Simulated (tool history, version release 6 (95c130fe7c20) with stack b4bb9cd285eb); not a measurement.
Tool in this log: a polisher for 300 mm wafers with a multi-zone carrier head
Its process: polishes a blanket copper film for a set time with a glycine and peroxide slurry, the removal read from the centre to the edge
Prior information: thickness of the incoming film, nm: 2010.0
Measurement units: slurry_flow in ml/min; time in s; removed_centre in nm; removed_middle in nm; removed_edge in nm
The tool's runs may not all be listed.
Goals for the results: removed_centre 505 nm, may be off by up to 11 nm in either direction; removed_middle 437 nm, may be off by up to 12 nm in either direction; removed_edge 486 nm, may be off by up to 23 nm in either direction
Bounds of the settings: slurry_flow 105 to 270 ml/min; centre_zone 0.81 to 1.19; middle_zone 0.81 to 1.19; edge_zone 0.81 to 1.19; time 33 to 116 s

run,day,slurry_flow,centre_zone,middle_zone,edge_zone,time,removed_centre,removed_middle,removed_edge
1,0,175,1,1,1,74,484.7,506.52,485.6
2,0.088,175,1.04,1,1,74,495.51,500.3,484.04
3,0.212,175,1.04,0.93,1,74,494,474.37,491.47
4,0.267,175,1.04,0.93,1,92,611.65,583.59,622.91
5,0.3,165,1.04,0.91,0.98,89,584.12,562.01,574.82
6,0.333,165,1.04,0.83,0.98,89,587.26,511.05,593.9
7,0.646,160,1.04,0.83,0.97,87,574.41,502.99,567.62
8,0.992,155,1.04,0.83,0.97,85,544.89,489.62,539.68
9,1.067,125,1.09,0.81,0.98,79,500.75,419.74,484.46

Exactly one of the 5 candidate moves below puts every result within its allowed miss. Which one?
A,1.142,105,1.11,0.91,1.07,79,?,?,?
B,1.142,145,1.16,0.9,0.87,72,?,?,?
C,1.142,140,1.11,0.81,1.04,80,?,?,?
D,1.142,180,1.09,0.85,1.01,73,?,?,?
E,1.142,110,1.04,0.85,0.94,82,?,?,?

move,removed_centre,removed_middle,removed_edge
A,480.75,439.76,484.92
B,501.9,434.31,426.13
C,533.8,441.26,512.68
D,508.95,439.7,478.2
E,483.03,439.67,477.99
A: gets the furthest-off result to its target, but another result is out of tolerance
B: gets the furthest-off result to its target, but another result is out of tolerance
C: gets the furthest-off result to its target, but another result is out of tolerance
D: every result within its allowed miss
E: gets the furthest-off result to its target, but another result is out of tolerance
D is the move that brings every result within its allowed miss.

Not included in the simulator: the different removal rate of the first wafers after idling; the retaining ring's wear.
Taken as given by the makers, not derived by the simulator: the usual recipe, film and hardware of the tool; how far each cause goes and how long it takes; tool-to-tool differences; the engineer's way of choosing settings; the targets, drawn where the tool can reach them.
